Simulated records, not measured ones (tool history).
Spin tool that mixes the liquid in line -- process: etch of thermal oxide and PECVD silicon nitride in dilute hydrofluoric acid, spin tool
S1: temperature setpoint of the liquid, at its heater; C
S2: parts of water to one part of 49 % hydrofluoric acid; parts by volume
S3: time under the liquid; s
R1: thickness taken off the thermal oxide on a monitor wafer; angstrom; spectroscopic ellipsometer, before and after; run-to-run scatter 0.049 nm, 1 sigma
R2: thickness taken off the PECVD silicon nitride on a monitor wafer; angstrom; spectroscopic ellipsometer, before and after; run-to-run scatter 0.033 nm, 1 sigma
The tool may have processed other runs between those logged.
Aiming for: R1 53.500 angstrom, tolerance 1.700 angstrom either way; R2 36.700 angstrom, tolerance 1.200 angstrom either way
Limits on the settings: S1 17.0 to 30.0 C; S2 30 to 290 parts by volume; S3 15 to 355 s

run	day	S1	S2	S3	R1	R2
1	0.000	22.0	160	180	43.817	24.534
2	0.100	22.0	215	180	30.479	18.467
3	0.417	22.0	180	180	38.362	21.787
4	0.462	22.0	130	180	55.701	30.338
5	0.638	22.0	175	180	38.460	22.316
6	0.721	22.0	175	210	45.106	26.071
7	0.921	23.0	175	210	47.196	27.996
8	1.100	24.0	175	210	49.290	30.136
9	1.133	24.5	175	210	50.996	31.112
10	1.238	25.0	180	210	49.580	30.287
11	1.533	25.0	180	210	48.642	30.997
12	1.621	25.5	180	210	49.771	31.435
13	1.812	26.0	180	210	51.227	32.865
14	1.908	26.5	180	210	52.097	34.000
15	2.129	27.0	180	210	52.226	35.344

Exercise: of the 4 proposed moves below, exactly one satisfies all targets within the stated allowed misses. Which move is it?
A	2.350	27.0	215	265	?	?
B	2.350	26.0	175	200	?	?
C	2.350	26.0	175	205	?	?
D	2.350	24.5	190	235	?	?

move	R1	R2
A	53.534	37.335
B	50.122	32.554
C	51.375	33.367
D	50.461	32.067
A: every result within its allowed miss
B: lands further from the targets than the last run did
C: lands further from the targets than the last run did
D: lands further from the targets than the last run did
So the answer is move A, the one that meets all the targets.

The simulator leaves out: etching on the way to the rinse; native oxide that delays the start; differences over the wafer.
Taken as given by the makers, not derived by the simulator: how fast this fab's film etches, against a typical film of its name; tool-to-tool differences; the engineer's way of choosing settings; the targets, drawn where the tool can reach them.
